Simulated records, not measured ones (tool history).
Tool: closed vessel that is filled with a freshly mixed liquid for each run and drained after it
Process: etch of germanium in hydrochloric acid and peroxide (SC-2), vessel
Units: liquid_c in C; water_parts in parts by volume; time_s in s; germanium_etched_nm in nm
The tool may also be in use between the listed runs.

{"run": 1, "hour": 0.0, "liquid_c": 51.0, "water_parts": 6.5, "time_s": 85, "germanium_etched_nm": 202.07}
{"run": 2, "hour": 1.2, "liquid_c": 51.0, "water_parts": 8.5, "time_s": 85, "germanium_etched_nm": 197.96}
{"run": 3, "hour": 5.6, "liquid_c": 52.0, "water_parts": 8.5, "time_s": 85, "germanium_etched_nm": 205.13}
{"run": 4, "hour": 13.4, "liquid_c": 49.5, "water_parts": 8.5, "time_s": 85, "germanium_etched_nm": 188.93}
{"run": 5, "hour": 17.6, "liquid_c": 49.5, "water_parts": 10.5, "time_s": 85, "germanium_etched_nm": 184.05}
{"run": 6, "hour": 24.6, "liquid_c": 49.5, "water_parts": 9.5, "time_s": 85, "germanium_etched_nm": 186.28}

Run 7 comes next. What will it give?
{"run": 7, "hour": 25.6, "liquid_c": 50.5, "water_parts": 9.5, "time_s": 85, "germanium_etched_nm": "?"}

{"run 7": {"germanium_etched_nm": 194.57}}

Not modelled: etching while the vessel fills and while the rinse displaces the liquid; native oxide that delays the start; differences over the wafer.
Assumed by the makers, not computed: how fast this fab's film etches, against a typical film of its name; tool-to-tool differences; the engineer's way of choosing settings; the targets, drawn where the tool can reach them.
